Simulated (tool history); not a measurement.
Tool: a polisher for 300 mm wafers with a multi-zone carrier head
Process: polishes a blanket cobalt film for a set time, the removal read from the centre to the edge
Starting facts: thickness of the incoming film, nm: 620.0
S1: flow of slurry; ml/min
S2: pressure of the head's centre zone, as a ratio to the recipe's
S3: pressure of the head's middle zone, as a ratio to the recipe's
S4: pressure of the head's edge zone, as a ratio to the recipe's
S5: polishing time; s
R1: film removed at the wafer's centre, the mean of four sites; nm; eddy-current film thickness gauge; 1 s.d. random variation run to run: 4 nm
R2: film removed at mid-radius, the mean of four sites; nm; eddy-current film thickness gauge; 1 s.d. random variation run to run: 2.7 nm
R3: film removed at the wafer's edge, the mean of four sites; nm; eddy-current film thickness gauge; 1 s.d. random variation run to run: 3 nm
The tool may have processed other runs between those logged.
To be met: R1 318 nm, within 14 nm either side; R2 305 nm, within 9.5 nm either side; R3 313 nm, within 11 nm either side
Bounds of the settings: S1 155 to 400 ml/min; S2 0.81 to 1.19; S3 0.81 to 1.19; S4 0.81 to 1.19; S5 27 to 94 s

{"run": 1, "day": 0.0, "S1": 255, "S2": 1, "S3": 1, "S4": 1, "S5": 60, "R1": 243.34, "R2": 249.89, "R3": 248.18}
{"run": 2, "day": 0.062, "S1": 255, "S2": 1, "S3": 1.07, "S4": 1, "S5": 60, "R1": 244.98, "R2": 261.69, "R3": 249.98}
{"run": 3, "day": 0.208, "S1": 255, "S2": 1, "S3": 1.07, "S4": 0.92, "S5": 60, "R1": 245.5, "R2": 260.8, "R3": 233}
{"run": 4, "day": 0.5, "S1": 255, "S2": 1, "S3": 1.07, "S4": 0.92, "S5": 52, "R1": 210.88, "R2": 226.72, "R3": 209.48}
{"run": 5, "day": 0.629, "S1": 265, "S2": 1.03, "S3": 1.07, "S4": 0.98, "S5": 56, "R1": 237.51, "R2": 244.33, "R3": 230.76}
{"run": 6, "day": 0.746, "S1": 270, "S2": 1.05, "S3": 1.08, "S4": 1.03, "S5": 59, "R1": 259.82, "R2": 260.61, "R3": 251.74}
{"run": 7, "day": 0.979, "S1": 300, "S2": 1.1, "S3": 1.11, "S4": 1.13, "S5": 67, "R1": 308.37, "R2": 304.61, "R3": 302.06}
{"run": 8, "day": 1.312, "S1": 300, "S2": 1.1, "S3": 1.11, "S4": 1.13, "S5": 67, "R1": 310.16, "R2": 301.4, "R3": 298.63}
{"run": 9, "day": 1.608, "S1": 300, "S2": 1.1, "S3": 1.11, "S4": 1.14, "S5": 67, "R1": 313, "R2": 300.14, "R3": 297.42}

4 candidate next runs follow, results not yet known. Just one meets every target within its allowed miss. Identify it.
{"run": "A", "day": 1.904, "S1": 340, "S2": 1.11, "S3": 1.11, "S4": 1.19, "S5": 68, "R1": "?", "R2": "?", "R3": "?"}
{"run": "B", "day": 1.904, "S1": 350, "S2": 1.06, "S3": 0.92, "S4": 1.19, "S5": 70, "R1": "?", "R2": "?", "R3": "?"}
{"run": "C", "day": 1.904, "S1": 260, "S2": 1.14, "S3": 1.09, "S4": 1.15, "S5": 65, "R1": "?", "R2": "?", "R3": "?"}
{"run": "D", "day": 1.904, "S1": 380, "S2": 1.16, "S3": 1.16, "S4": 1.08, "S5": 62, "R1": "?", "R2": "?", "R3": "?"}

move=A R1=322.49 R2=313.23 R3=316.84
move=B R1=317.56 R2=293.98 R3=327.31
move=C R1=306.84 R2=288.18 R3=291.13
move=D R1=310.65 R2=295.18 R3=276.77
A: every result lands within tolerance
B: carries the result that was furthest off beyond its target, to the other side
C: its largest miss is bigger than the last run's
D: its largest miss is bigger than the last run's
Go with A: it meets all targets.

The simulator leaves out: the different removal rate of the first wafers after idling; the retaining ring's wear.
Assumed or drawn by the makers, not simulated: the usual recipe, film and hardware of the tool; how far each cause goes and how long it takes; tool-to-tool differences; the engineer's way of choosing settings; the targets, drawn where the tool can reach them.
